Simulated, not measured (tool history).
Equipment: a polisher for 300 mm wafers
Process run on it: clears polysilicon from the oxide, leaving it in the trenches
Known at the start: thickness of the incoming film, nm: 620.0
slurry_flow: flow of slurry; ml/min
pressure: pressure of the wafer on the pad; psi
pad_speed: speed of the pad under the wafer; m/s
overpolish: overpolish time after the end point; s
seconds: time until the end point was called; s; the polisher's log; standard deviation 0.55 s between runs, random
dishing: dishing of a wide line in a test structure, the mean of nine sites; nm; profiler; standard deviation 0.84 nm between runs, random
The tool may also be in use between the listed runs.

run 1 hour=0.0 | slurry_flow=275 pressure=2.4 pad_speed=1.06 overpolish=18 | seconds=51.547 dishing=34.643
run 2 hour=3.0 | slurry_flow=275 pressure=2.3 pad_speed=1.06 overpolish=18 | seconds=52.551 dishing=35.761
run 3 hour=7.8 | slurry_flow=275 pressure=2.3 pad_speed=1.06 overpolish=17 | seconds=52.627 dishing=35.354
run 4 hour=14.0 | slurry_flow=340 pressure=2.3 pad_speed=1.06 overpolish=17 | seconds=51.968 dishing=35.686
run 5 hour=20.3 | slurry_flow=335 pressure=2.3 pad_speed=1.06 overpolish=16 | seconds=51.750 dishing=34.858
run 6 hour=27.2 | slurry_flow=335 pressure=2.3 pad_speed=1.06 overpolish=11 | seconds=51.048 dishing=33.382
run 7 hour=30.1 | slurry_flow=335 pressure=2.2 pad_speed=1.06 overpolish=11 | seconds=53.787 dishing=35.159
run 8 hour=30.8 | slurry_flow=330 pressure=1.9 pad_speed=1.00 overpolish=5 | seconds=63.783 dishing=24.390
run 9 hour=37.6 | slurry_flow=335 pressure=1.9 pad_speed=1.00 overpolish=7 | seconds=64.849 dishing=30.143
run 10 hour=43.8 | slurry_flow=340 pressure=1.9 pad_speed=1.00 overpolish=8 | seconds=63.306 dishing=30.998
run 11 hour=48.3 | slurry_flow=345 pressure=1.9 pad_speed=1.00 overpolish=8 | seconds=64.661 dishing=30.231
run 12 hour=55.1 | slurry_flow=350 pressure=1.9 pad_speed=1.00 overpolish=8 | seconds=64.061 dishing=31.570
run 13 hour=59.4 | slurry_flow=355 pressure=1.9 pad_speed=1.00 overpolish=8 | seconds=63.910 dishing=30.647
run 14 hour=63.0 | slurry_flow=360 pressure=1.9 pad_speed=1.00 overpolish=8 | seconds=64.578 dishing=30.993
run 15 hour=64.2 | slurry_flow=365 pressure=1.9 pad_speed=1.00 overpolish=8 | seconds=64.769 dishing=31.371

Run 16, settings as shown, results not yet in. Your forecast:
run 16 hour=70.4 | slurry_flow=370 pressure=1.9 pad_speed=1.00 overpolish=8 | seconds=? dishing=?

{"run 16": {"seconds": 64.407, "dishing": 29.683}}
